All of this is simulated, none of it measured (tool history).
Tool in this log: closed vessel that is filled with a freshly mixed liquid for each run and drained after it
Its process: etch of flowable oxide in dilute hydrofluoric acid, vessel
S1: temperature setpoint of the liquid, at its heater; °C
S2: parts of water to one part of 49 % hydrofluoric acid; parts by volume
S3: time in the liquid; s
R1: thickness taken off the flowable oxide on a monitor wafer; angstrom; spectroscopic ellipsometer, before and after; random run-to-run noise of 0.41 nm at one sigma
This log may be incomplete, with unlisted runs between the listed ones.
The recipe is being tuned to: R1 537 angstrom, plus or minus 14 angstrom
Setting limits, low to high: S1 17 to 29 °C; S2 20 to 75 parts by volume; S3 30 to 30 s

run,hour,S1,S2,S3,R1
1,0,21,45,30,254.11
2,1.2,21,30,30,386.47
3,6.7,21,35,30,328.61
4,10.4,21,35,30,324.69
5,13,24,35,30,371.35
6,19.1,24.5,35,30,378.48
7,20.9,25,35,30,386.74
8,22.7,25.5,35,30,399.37
9,30,26,35,30,407.53
10,35.6,26.5,35,30,413.01
11,38,27,35,30,423.94
12,39.2,29,25,30,642.43

Pick the move, out of 4, that brings all results within their allowed miss; only one does.
A,40.4,29,30,30,?
B,40.4,27,30,30,?
C,40.4,27.5,30,30,?
D,40.4,26,25,30,?

move,R1
A,536.39
B,494.54
C,504.74
D,573.63
A: all results in spec
B: the result that was furthest off in the last run now lies on the other side of its target
C: the result that was furthest off in the last run now lies on the other side of its target
D: gains on the last run, yet a result remains outside its allowed miss
The right move is A.
